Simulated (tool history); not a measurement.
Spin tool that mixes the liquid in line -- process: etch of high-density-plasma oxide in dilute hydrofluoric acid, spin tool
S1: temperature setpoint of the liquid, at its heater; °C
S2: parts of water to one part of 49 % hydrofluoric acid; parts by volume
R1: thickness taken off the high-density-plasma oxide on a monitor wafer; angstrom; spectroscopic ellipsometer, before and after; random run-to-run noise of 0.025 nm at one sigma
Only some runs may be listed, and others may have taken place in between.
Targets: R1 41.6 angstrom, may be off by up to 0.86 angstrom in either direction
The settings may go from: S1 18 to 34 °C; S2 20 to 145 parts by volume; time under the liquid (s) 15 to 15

{"run": 1, "hour": 0.0, "S1": 26, "S2": 80, "time under the liquid (s)": 15, "R1": 20.567}
{"run": 2, "hour": 5.9, "S1": 27.5, "S2": 75, "time under the liquid (s)": 15, "R1": 23.263}
{"run": 3, "hour": 10.1, "S1": 27.5, "S2": 60, "time under the liquid (s)": 15, "R1": 29.703}
{"run": 4, "hour": 19.0, "S1": 30, "S2": 60, "time under the liquid (s)": 15, "R1": 32.797}
{"run": 5, "hour": 27.0, "S1": 30, "S2": 60, "time under the liquid (s)": 15, "R1": 32.804}
{"run": 6, "hour": 35.2, "S1": 30, "S2": 60, "time under the liquid (s)": 15, "R1": 32.651}
{"run": 7, "hour": 41.5, "S1": 31, "S2": 60, "time under the liquid (s)": 15, "R1": 34.268}
{"run": 8, "hour": 46.0, "S1": 31.5, "S2": 60, "time under the liquid (s)": 15, "R1": 34.513}
{"hour": 52.6, "done": "thermometer replaced"}
{"run": 9, "hour": 52.6, "S1": 32, "S2": 60, "time under the liquid (s)": 15, "R1": 37.46}
{"run": 10, "hour": 54.8, "S1": 32.5, "S2": 60, "time under the liquid (s)": 15, "R1": 37.967}

4 next moves are on the table. One of them brings every result within its allowed miss. Which?
{"run": "A", "hour": 57.0, "S1": 34, "S2": 55, "time under the liquid (s)": 15, "R1": "?"}
{"run": "B", "hour": 57.0, "S1": 33.5, "S2": 55, "time under the liquid (s)": 15, "R1": "?"}
{"run": "C", "hour": 57.0, "S1": 31, "S2": 50, "time under the liquid (s)": 15, "R1": "?"}
{"run": "D", "hour": 57.0, "S1": 29.5, "S2": 50, "time under the liquid (s)": 15, "R1": "?"}

move=A R1=44.58
move=B R1=43.743
move=C R1=44.064
move=D R1=41.55
A: carries the result that was furthest off beyond its target, to the other side
B: carries the result that was furthest off beyond its target, to the other side
C: carries the result that was furthest off beyond its target, to the other side
D: in spec on every target
D meets every target.

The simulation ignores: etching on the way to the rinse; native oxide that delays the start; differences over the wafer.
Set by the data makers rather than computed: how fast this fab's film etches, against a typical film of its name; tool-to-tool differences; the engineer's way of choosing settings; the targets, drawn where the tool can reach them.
